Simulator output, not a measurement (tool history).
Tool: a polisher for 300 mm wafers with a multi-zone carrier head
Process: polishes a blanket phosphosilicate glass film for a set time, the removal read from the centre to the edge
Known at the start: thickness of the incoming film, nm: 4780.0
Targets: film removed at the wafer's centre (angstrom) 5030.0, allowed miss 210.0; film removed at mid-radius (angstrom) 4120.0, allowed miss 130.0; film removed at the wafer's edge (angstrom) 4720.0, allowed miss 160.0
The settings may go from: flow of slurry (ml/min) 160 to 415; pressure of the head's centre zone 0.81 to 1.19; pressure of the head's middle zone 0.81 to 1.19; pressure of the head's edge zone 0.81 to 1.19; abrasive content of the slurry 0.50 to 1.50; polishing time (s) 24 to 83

| run | hour | flow of slurry (ml/min) | pressure of the head's centre zone | pressure of the head's middle zone | pressure of the head's edge zone | abrasive content of the slurry | polishing time (s) | film removed at the wafer's centre (angstrom) | film removed at mid-radius (angstrom) | film removed at the wafer's edge (angstrom) |
|---|---|---|---|---|---|---|---|---|---|---|
| 1 | 0.0 | 265 | 1.00 | 1.00 | 1.00 | 1.00 | 53 | 4262.2 | 4075.7 | 4123.0 |
| 2 | 0.9 | 265 | 1.03 | 1.00 | 1.00 | 1.00 | 53 | 4361.4 | 3951.8 | 4115.8 |
| 3 | 3.9 | 265 | 1.03 | 1.00 | 1.00 | 1.15 | 53 | 4713.9 | 4338.0 | 4386.3 |
| 4 | 11.3 | 265 | 1.04 | 0.99 | 1.02 | 1.15 | 53 | 4790.9 | 4206.5 | 4331.6 |
| 5 | 16.7 | 265 | 1.04 | 0.94 | 1.02 | 1.15 | 53 | 4832.1 | 4118.3 | 4401.5 |
| 6 | 23.9 | 265 | 1.04 | 0.94 | 1.02 | 1.15 | 47 | 4190.9 | 3726.6 | 3885.3 |
| 7 | 31.8 | 265 | 1.04 | 0.92 | 1.05 | 1.20 | 47 | 4285.9 | 3673.3 | 4074.3 |
| 8 | 36.8 | 275 | 1.05 | 0.93 | 1.07 | 1.25 | 47 | 4402.8 | 3740.2 | 4121.5 |
| 9 | 37.9 | 275 | 1.05 | 0.92 | 1.08 | 1.30 | 47 | 4463.0 | 3752.0 | 4289.2 |
| 10 | 43.7 | 275 | 1.06 | 0.93 | 1.09 | 1.35 | 47 | 4559.3 | 3956.5 | 4351.8 |
| 11 | 48.9 | 275 | 1.07 | 0.92 | 1.10 | 1.40 | 47 | 4683.1 | 3851.7 | 4409.8 |
| 12 | 57.1 | 280 | 1.07 | 0.92 | 1.11 | 1.40 | 47 | 4828.5 | 3875.2 | 4354.8 |

Which of these 4 next moves meets every target?
| A | 65.3 | 275 | 1.06 | 0.90 | 1.08 | 1.50 | 49 | ? | ? | ? |
| B | 65.3 | 265 | 0.95 | 0.87 | 1.19 | 1.45 | 51 | ? | ? | ? |
| C | 65.3 | 310 | 0.92 | 0.95 | 1.12 | 1.45 | 49 | ? | ? | ? |
| D | 65.3 | 280 | 1.13 | 0.95 | 1.17 | 1.40 | 45 | ? | ? | ? |

| move | film removed at the wafer's centre (angstrom) | film removed at mid-radius (angstrom) | film removed at the wafer's edge (angstrom) |
|---|---|---|---|
| A | 5043.5 | 4107.3 | 4704.4 |
| B | 4691.4 | 4097.6 | 5069.9 |
| C | 4446.4 | 4273.4 | 4760.0 |
| D | 4779.5 | 3835.9 | 4382.8 |
A: meets every target
B: takes the result that was furthest off past its target
C: brings the result that was furthest off to its target, and leaves another outside
D: as far off as the last run
The right move is A.

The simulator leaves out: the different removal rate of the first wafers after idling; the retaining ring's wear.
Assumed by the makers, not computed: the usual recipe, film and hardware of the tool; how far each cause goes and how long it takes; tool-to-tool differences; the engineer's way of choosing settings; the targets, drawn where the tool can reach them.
